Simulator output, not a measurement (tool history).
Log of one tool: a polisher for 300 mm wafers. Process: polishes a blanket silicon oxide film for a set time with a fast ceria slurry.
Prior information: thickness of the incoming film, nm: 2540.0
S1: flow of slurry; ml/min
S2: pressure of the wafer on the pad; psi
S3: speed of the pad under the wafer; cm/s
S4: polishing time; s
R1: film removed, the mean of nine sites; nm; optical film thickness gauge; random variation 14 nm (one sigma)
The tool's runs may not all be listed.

Run 1, hour 0.0: S1 255 ml/min, S2 2.2 psi, S3 94 cm/s, S4 46 s. Result: R1 639.90 nm.
Run 2, hour 0.7: S1 310 ml/min, S2 2.2 psi, S3 94 cm/s, S4 46 s. Result: R1 655.46 nm.
Run 3, hour 2.5: S1 310 ml/min, S2 2.5 psi, S3 96 cm/s, S4 46 s. Result: R1 758.67 nm.
Run 4, hour 10.9: S1 310 ml/min, S2 1.9 psi, S3 96 cm/s, S4 46 s. Result: R1 576.68 nm.
Run 5, hour 16.1: S1 310 ml/min, S2 1.9 psi, S3 86 cm/s, S4 46 s. Result: R1 518.08 nm.
Run 6, hour 17.3: S1 310 ml/min, S2 1.9 psi, S3 86 cm/s, S4 46 s. Result: R1 523.26 nm.
Run 7, hour 21.4: S1 310 ml/min, S2 2.5 psi, S3 92 cm/s, S4 46 s. Result: R1 731.23 nm.

Run 8 is up next; what results do you expect?
Run 8, hour 30.0: S1 310 ml/min, S2 2.7 psi, S3 92 cm/s, S4 46 s. Result: R1 ?.

R1: 766.22 nm

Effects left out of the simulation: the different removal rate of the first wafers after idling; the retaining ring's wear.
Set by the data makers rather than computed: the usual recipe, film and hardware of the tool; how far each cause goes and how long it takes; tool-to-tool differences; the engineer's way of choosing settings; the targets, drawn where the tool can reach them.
